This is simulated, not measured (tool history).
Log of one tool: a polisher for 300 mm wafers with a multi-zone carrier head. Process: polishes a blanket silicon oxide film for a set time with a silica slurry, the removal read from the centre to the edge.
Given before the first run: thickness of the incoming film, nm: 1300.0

run,day,flow of slurry (ml/min),pressure of the head's centre zone,pressure of the head's middle zone,pressure of the head's edge zone,abrasive content of the slurry,polishing time (s),film removed at the wafer's centre (angstrom),film removed at mid-radius (angstrom),film removed at the wafer's edge (angstrom)
1,0,205,1,1,1,1,50,1041.5,1044.9,1014.8
2,0.158,205,1,0.96,1,1,50,1050.1,1018.3,1032.2
3,0.308,205,1,0.96,0.97,1,50,1039.8,1029.8,1015.2
4,0.571,210,0.97,0.98,1,1.15,51,1071.9,1122.3,1117.5
5,0.929,220,0.97,1,1.03,1.25,51,1122.3,1180.1,1161.4
6,1.25,220,0.97,1,1.03,1.25,38,839.42,895.26,867.12
7,1.312,215,0.96,1.01,1.04,1.3,43,965.26,1036.9,1002

For run 8, what comes out?
8,1.362,225,0.91,1.06,1.14,1.5,51,?,?,?

Run 8 measured film removed at the wafer's centre (angstrom) 1134.3, film removed at mid-radius (angstrom) 1305.5, film removed at the wafer's edge (angstrom) 1306.6.
